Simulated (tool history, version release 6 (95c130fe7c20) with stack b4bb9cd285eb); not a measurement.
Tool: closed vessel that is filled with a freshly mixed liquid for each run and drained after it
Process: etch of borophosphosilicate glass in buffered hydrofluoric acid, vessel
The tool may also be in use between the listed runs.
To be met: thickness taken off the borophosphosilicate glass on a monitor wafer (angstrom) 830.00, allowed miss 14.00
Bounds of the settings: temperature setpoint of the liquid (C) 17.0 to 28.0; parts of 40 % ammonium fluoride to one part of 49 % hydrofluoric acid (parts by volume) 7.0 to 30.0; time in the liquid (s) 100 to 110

run  hour  temperature setpoint of the liquid (C)  parts of 40 % ammonium fluoride to one part of 49 % hydrofluoric acid (parts by volume)  time in the liquid (s)  thickness taken off the borophosphosilicate glass on a monitor wafer (angstrom)
  1   0.0                                    20.0                                                                                     19.0                     100                                                                           763.63
  2   4.0                                    20.0                                                                                     22.5                     100                                                                           667.78
  3   5.9                                    22.5                                                                                     22.5                     100                                                                           764.51
  4   9.2                                    22.5                                                                                     26.0                     100                                                                           695.82
  5  14.0                                    23.0                                                                                     26.0                     100                                                                           723.61
  6  17.4                                    23.5                                                                                     26.0                     100                                                                           735.87
  7  23.1                                    24.5                                                                                     26.0                     100                                                                           779.08
  8  28.9                                    25.0                                                                                     26.0                     100                                                                           791.95

Which of these 4 next moves meets every target?
  A  34.7                                    23.5                                                                                     23.5                     105                                                                                ?
  B  34.7                                    27.0                                                                                     27.5                     100                                                                                ?
  C  34.7                                    23.0                                                                                     23.0                     100                                                                                ?
  D  34.7                                    25.0                                                                                     24.5                     105                                                                                ?

move  thickness taken off the borophosphosilicate glass on a monitor wafer (angstrom)
   A                                                                           829.05
   B                                                                           855.87
   C                                                                           779.83
   D                                                                           873.83
A: meets every target
B: takes the result that was furthest off past its target
C: further off than the last run
D: takes the result that was furthest off past its target
Move A is the one to make.
